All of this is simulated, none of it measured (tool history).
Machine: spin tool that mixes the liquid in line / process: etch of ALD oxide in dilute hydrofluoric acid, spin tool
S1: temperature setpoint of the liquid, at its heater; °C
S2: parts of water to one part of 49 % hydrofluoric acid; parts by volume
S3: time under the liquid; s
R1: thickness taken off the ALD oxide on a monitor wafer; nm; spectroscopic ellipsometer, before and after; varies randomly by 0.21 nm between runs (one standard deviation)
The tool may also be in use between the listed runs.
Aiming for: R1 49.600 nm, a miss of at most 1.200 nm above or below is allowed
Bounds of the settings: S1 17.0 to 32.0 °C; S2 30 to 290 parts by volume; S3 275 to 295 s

run  hour    S1   S2   S3      R1
  1   0.0  24.0  160  275  32.725
  2   8.2  27.0  160  275  36.455
  3  15.0  24.5  160  275  33.238
  4  21.6  26.0  160  275  35.183
  5  22.1  27.0  155  275  38.107
  6  22.8  27.0  115  275  53.726
  7  30.5  26.5  115  275  53.094
  8  31.0  26.0  115  275  51.718
  9  38.5  25.5  115  275  51.199

Of the 5 settings listed for the next run, only one would bring every result within its allowed miss of target. Which one?
  A  46.0  31.5  140  295   ?
  B  46.0  25.0  115  295   ?
  C  46.0  27.5  125  295   ?
  D  46.0  26.0  120  275   ?
  E  46.0  27.0  125  295   ?

move      R1
   A  54.782
   B  54.078
   C  54.056
   D  49.900
   E  53.046
A: further off than the last run
B: further off than the last run
C: further off than the last run
D: in spec on every target
E: further off than the last run
The right move is D.
